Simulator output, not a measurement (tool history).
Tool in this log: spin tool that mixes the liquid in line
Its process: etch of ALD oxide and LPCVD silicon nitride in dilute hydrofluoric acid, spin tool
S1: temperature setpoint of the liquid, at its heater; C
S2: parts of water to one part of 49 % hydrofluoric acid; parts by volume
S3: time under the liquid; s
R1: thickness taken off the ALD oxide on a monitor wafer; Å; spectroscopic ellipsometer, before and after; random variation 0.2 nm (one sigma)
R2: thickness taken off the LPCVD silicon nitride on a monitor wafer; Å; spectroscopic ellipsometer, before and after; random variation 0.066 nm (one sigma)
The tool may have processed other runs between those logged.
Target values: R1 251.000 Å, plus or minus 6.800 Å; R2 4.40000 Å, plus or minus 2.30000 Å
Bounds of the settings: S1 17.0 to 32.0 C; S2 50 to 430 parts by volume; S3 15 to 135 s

run,hour,S1,S2,S3,R1,R2
1,0.0,24.0,240,70,80.151,1.63930
2,6.3,24.0,240,45,51.078,0.97612
3,15.0,24.0,315,45,36.227,0.82196
4,20.0,24.0,360,45,30.144,0.52877
5,22.9,24.0,360,60,40.130,0.97713
6,26.2,25.0,315,60,49.825,1.29910
7,34.1,25.0,275,65,65.079,1.39690
8,37.5,26.0,240,65,79.955,1.98030
9,40.3,26.5,210,65,95.929,2.07260
10,43.8,27.0,185,65,114.110,2.60410
11,47.0,27.5,170,65,128.640,3.34530
12,49.8,28.0,155,65,144.220,2.86490
13,53.9,31.5,65,70,481.680,11.52900
14,56.6,27.5,65,70,420.500,6.32980
15,60.4,27.5,75,70,349.890,7.68880
16,65.1,26.0,75,70,333.180,6.49290
17,73.8,25.0,75,70,319.680,5.14960
18,78.8,24.5,75,70,313.700,3.86930

Which single option among these 5 for the next run brings every result within its allowed miss of target? Just one does.
A,83.8,25.0,110,80,?,?
B,83.8,24.5,120,95,?,?
C,83.8,20.5,50,60,?,?
D,83.8,19.5,50,50,?,?
E,83.8,28.0,75,45,?,?

move,R1,R2
A,238.780,4.10940
B,251.820,4.33370
C,353.250,4.93810
D,282.140,3.83890
E,231.880,4.10740
A: the result that was furthest off in the last run now lies on the other side of its target
B: every result within its allowed miss
C: the biggest miss grows against the last run
D: an improvement on the last run, though not all results are within tolerance
E: the result that was furthest off in the last run now lies on the other side of its target
B is the move that brings every result within its allowed miss.
